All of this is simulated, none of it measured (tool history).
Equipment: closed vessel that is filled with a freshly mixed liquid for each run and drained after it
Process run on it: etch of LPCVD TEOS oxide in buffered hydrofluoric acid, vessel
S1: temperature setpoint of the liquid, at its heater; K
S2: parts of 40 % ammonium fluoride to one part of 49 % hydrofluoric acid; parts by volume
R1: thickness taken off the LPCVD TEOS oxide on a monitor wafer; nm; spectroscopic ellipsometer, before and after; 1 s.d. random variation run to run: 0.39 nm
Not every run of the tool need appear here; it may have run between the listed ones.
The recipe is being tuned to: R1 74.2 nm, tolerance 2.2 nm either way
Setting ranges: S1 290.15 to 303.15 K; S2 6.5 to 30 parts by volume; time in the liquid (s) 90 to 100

run 1 hour=0 | S1=295.15 S2=19.5 time_in_the_liquid_(s)=90 | R1=105.2
run 2 hour=8.4 | S1=295.15 S2=17.5 time_in_the_liquid_(s)=90 | R1=118.02
run 3 hour=10.4 | S1=293.65 S2=17.5 time_in_the_liquid_(s)=90 | R1=107.19
run 4 hour=14.7 | S1=291.15 S2=17.5 time_in_the_liquid_(s)=90 | R1=93.839
run 5 hour=23.1 | S1=290.65 S2=18.5 time_in_the_liquid_(s)=90 | R1=85.359
-- hour=29.2 thermometer replaced
run 6 hour=29.2 | S1=290.15 S2=18.5 time_in_the_liquid_(s)=90 | R1=94.987
run 7 hour=31.3 | S1=290.15 S2=21 time_in_the_liquid_(s)=90 | R1=84.999
run 8 hour=38.1 | S1=290.15 S2=22.5 time_in_the_liquid_(s)=90 | R1=80.526
run 9 hour=39.1 | S1=290.15 S2=23.5 time_in_the_liquid_(s)=90 | R1=77.53
run 10 hour=45.9 | S1=290.15 S2=24 time_in_the_liquid_(s)=90 | R1=76.831

Which single option among these 5 for the next run brings every result within its allowed miss of target? Just one does.
run A hour=52.7 | S1=290.15 S2=27.5 time_in_the_liquid_(s)=90 | R1=?
run B hour=52.7 | S1=290.15 S2=29 time_in_the_liquid_(s)=90 | R1=?
run C hour=52.7 | S1=290.65 S2=28.5 time_in_the_liquid_(s)=100 | R1=?
run D hour=52.7 | S1=290.15 S2=30 time_in_the_liquid_(s)=95 | R1=?
run E hour=52.7 | S1=290.15 S2=25.5 time_in_the_liquid_(s)=90 | R1=?

move=A R1=70.573
move=B R1=68.021
move=C R1=78.72
move=D R1=70.131
move=E R1=74.365
A: takes the result that was furthest off past its target
B: takes the result that was furthest off past its target
C: moves away from the targets compared with the last run
D: takes the result that was furthest off past its target
E: all results land within tolerance of their targets
E meets every target.

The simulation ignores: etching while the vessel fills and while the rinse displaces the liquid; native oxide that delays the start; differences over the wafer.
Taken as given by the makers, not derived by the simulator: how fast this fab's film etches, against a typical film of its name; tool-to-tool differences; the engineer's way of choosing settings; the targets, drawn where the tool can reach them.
